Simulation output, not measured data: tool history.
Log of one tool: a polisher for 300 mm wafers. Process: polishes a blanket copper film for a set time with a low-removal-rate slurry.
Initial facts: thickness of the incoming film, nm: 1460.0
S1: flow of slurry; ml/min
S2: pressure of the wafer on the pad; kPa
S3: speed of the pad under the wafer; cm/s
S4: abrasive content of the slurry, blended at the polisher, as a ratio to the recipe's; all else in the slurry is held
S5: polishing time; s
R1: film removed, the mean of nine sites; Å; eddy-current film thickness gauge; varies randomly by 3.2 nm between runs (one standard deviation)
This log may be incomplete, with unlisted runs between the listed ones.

| run | hour | S1 | S2 | S3 | S4 | S5 | R1 |
|---|---|---|---|---|---|---|---|
| 1 | 0 | 200 | 21.4 | 130 | 1 | 87 | 3305.5 |
| 2 | 6.4 | 200 | 20.7 | 130 | 1 | 87 | 3242.9 |
| 3 | 10.2 | 200 | 20 | 130 | 1 | 87 | 3114.4 |
| 4 | 19.2 | 200 | 19.3 | 130 | 1 | 87 | 3008.1 |
| 5 | 23.4 | 200 | 18.6 | 130 | 1 | 87 | 2934.5 |
| 6 | 31 | 200 | 17.9 | 130 | 1 | 87 | 2884 |
| 7 | 33.3 | 200 | 11.7 | 126 | 1 | 87 | 1886.9 |

Expected results for the next run?
| 8 | 42.2 | 200 | 13.1 | 126 | 1 | 87 | ? |

{"run 8": {"R1": 2099.1}}
